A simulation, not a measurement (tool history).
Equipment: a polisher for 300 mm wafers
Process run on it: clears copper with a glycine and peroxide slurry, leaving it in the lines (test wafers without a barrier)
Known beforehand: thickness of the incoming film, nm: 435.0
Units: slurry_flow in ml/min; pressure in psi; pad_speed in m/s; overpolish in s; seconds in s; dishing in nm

run  hour  slurry_flow  pressure  pad_speed  overpolish  seconds  dishing
  1   0.0          260       1.7       0.88          18   112.76   40.277
  2   2.1          260       1.5       0.88          18   125.39   37.611
  3   6.1          245       1.5       0.82          16   133.10   32.835
  4  11.8          265       1.4       0.78          15   143.14   28.096
  5  20.0          285       1.4       0.74          14   145.20   26.022
  6  28.8          300       1.4       0.70          13   149.53   23.863
  7  33.5          315       1.4       0.66          12   156.04   21.490
  8  35.8          325       1.4       0.62          11   160.83   19.003
  9  43.3          335       1.4       0.60          10   161.61   17.048
     47.2  -- head pressure recalibrated
 10  47.2          335       1.4       0.60          10   170.23   16.836
 11  50.7          345       1.4       0.58           9   177.30   14.840
 12  57.8          355       1.5       0.56           8   172.53   13.661
 13  59.3          360       1.6       0.54           8   167.44   13.920
 14  64.5          365       1.6       0.52           8   172.30   13.780
 15  65.1          370       1.6       0.50           8   180.40   13.093
 16  69.6          375       1.7       0.48           8   173.63   13.330
 17  76.1          380       1.7       0.46           8   177.01   12.961
 18  83.7          385       1.7       0.46           8   177.96   13.061

Run 19, settings as shown, results not yet in. Your forecast:
 19  91.4          390       1.7       0.46           8        ?        ?

{"run 19": {"seconds": 178.11, "dishing": 13.105}}
